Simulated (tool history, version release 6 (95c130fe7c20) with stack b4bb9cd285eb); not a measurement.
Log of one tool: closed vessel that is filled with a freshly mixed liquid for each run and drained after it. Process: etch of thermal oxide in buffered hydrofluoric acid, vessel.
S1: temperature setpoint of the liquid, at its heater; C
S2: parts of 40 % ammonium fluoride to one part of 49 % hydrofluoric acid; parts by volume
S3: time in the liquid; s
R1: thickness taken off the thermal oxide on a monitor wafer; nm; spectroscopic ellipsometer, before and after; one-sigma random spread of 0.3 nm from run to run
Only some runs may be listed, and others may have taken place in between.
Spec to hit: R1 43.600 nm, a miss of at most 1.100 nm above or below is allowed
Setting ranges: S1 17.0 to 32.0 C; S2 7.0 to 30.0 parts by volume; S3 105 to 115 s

{"run": 1, "hour": 0.0, "S1": 24.0, "S2": 19.0, "S3": 105, "R1": 69.802}
{"run": 2, "hour": 2.4, "S1": 26.0, "S2": 19.0, "S3": 105, "R1": 77.437}
{"run": 3, "hour": 4.2, "S1": 29.5, "S2": 19.0, "S3": 105, "R1": 92.873}
{"run": 4, "hour": 10.0, "S1": 26.5, "S2": 19.5, "S3": 105, "R1": 77.575}
{"run": 5, "hour": 13.0, "S1": 26.5, "S2": 22.0, "S3": 105, "R1": 72.319}
{"run": 6, "hour": 21.8, "S1": 26.5, "S2": 26.0, "S3": 105, "R1": 63.282}
{"run": 7, "hour": 28.8, "S1": 25.0, "S2": 26.0, "S3": 105, "R1": 59.329}
{"run": 8, "hour": 36.4, "S1": 23.5, "S2": 26.0, "S3": 105, "R1": 53.841}
{"run": 9, "hour": 37.1, "S1": 22.5, "S2": 26.0, "S3": 105, "R1": 50.899}
{"run": 10, "hour": 39.0, "S1": 22.0, "S2": 26.0, "S3": 105, "R1": 49.666}
{"run": 11, "hour": 47.1, "S1": 21.5, "S2": 26.0, "S3": 105, "R1": 48.219}
{"run": 12, "hour": 52.6, "S1": 21.0, "S2": 26.0, "S3": 105, "R1": 46.968}
{"run": 13, "hour": 58.8, "S1": 20.5, "S2": 26.0, "S3": 105, "R1": 45.362}

Which of these 4 next moves meets every target?
{"run": "A", "hour": 65.0, "S1": 17.5, "S2": 21.5, "S3": 105, "R1": "?"}
{"run": "B", "hour": 65.0, "S1": 19.5, "S2": 24.0, "S3": 105, "R1": "?"}
{"run": "C", "hour": 65.0, "S1": 19.5, "S2": 25.0, "S3": 110, "R1": "?"}
{"run": "D", "hour": 65.0, "S1": 21.5, "S2": 26.5, "S3": 105, "R1": "?"}

move=A R1=43.939
move=B R1=45.617
move=C R1=46.460
move=D R1=47.656
A: every result within its allowed miss
B: the biggest miss grows against the last run
C: the biggest miss grows against the last run
D: the biggest miss grows against the last run
The right move is A.
